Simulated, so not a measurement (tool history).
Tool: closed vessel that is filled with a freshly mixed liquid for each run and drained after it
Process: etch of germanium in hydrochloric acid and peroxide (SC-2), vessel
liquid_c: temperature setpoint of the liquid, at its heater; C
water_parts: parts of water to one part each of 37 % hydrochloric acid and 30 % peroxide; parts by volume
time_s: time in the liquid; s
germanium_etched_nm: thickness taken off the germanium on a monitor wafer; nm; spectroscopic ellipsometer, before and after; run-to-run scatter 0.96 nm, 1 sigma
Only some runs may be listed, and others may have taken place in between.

run 1 hour=0.0 | liquid_c=61.0 water_parts=9 time_s=95 | germanium_etched_nm=323.20
run 2 hour=6.3 | liquid_c=55.0 water_parts=9 time_s=95 | germanium_etched_nm=269.58
run 3 hour=11.8 | liquid_c=55.0 water_parts=9 time_s=95 | germanium_etched_nm=268.24
run 4 hour=18.1 | liquid_c=56.0 water_parts=9 time_s=95 | germanium_etched_nm=277.51
run 5 hour=21.5 | liquid_c=56.5 water_parts=9 time_s=95 | germanium_etched_nm=283.77
run 6 hour=24.5 | liquid_c=57.0 water_parts=9 time_s=95 | germanium_etched_nm=286.69
run 7 hour=27.1 | liquid_c=57.5 water_parts=9 time_s=95 | germanium_etched_nm=291.34

Run 8, settings as shown, results not yet in. Your forecast:
run 8 hour=29.8 | liquid_c=58.0 water_parts=9 time_s=95 | germanium_etched_nm=?

{"run 8": {"germanium_etched_nm": 293.4}}
